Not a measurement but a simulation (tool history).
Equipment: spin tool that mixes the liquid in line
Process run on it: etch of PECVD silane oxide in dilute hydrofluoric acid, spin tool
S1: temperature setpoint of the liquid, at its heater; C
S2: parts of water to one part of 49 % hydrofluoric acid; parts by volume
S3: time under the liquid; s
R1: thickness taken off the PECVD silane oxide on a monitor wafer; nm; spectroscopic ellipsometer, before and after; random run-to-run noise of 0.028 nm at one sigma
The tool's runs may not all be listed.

run,hour,S1,S2,S3,R1
1,0,26,235,70,6.4485
2,7.8,26,310,70,4.5263
3,16.9,27,305,70,4.7559
4,25.8,27,340,70,4.1475
5,27.5,27,410,70,3.2024
6,35.3,27.5,390,70,3.5013
7,35.9,28,375,70,3.7519
8,41.9,32,280,70,6.2973
9,48.6,32,275,70,6.4284
10,52.1,32,270,70,6.5761
11,53.6,32,265,70,6.7614

Predict the results of run 12:
12,54.6,32,260,70,?

{"run 12": {"R1": 6.9459}}
